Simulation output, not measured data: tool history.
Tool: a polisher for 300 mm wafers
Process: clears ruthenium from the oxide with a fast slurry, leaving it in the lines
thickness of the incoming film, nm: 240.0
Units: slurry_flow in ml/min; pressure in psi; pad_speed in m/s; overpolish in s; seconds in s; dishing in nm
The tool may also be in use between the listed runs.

run,hour,slurry_flow,pressure,pad_speed,slurry_solids,overpolish,seconds,dishing
1,0,255,2.9,1.04,1,25,48.047,56.342
2,3.3,255,2.9,1.04,1,33,48.328,63.007
3,8.3,255,3.5,1.04,1,33,43.096,65.612
4,10,255,3.6,1,1,29,43.183,60.143
5,11.8,280,3.6,1,1,29,42.721,62.398
6,19.1,280,3.6,1,1,38,42.76,66.273
7,22.6,300,3.7,0.92,1.05,34,44.762,65.414
8,23.3,280,3.8,0.92,0.95,30,45.281,62.772
9,27.8,260,3.5,0.96,1.05,27,45.306,60.409
10,36.2,265,3.3,1.02,0.95,24,46.474,57.07
11,37.3,250,3.3,1.04,0.9,22,45.792,55.08
12,43.4,235,3.3,1.06,0.85,20,46.596,50.139
13,45.2,225,3.3,1.06,0.8,18,49.876,49.189
14,50.1,215,3.4,1.06,0.75,17,51.07,45.336
15,51.4,205,3.5,1.06,0.75,16,48,43.393
16,55.7,200,3.5,1.06,0.75,15,50.881,41.852

The next listed run, before its measurement:
17,59.3,200,3.5,1.06,0.75,15,?,?

Run 17 gave seconds 49.2 s, dishing 43.945 nm.

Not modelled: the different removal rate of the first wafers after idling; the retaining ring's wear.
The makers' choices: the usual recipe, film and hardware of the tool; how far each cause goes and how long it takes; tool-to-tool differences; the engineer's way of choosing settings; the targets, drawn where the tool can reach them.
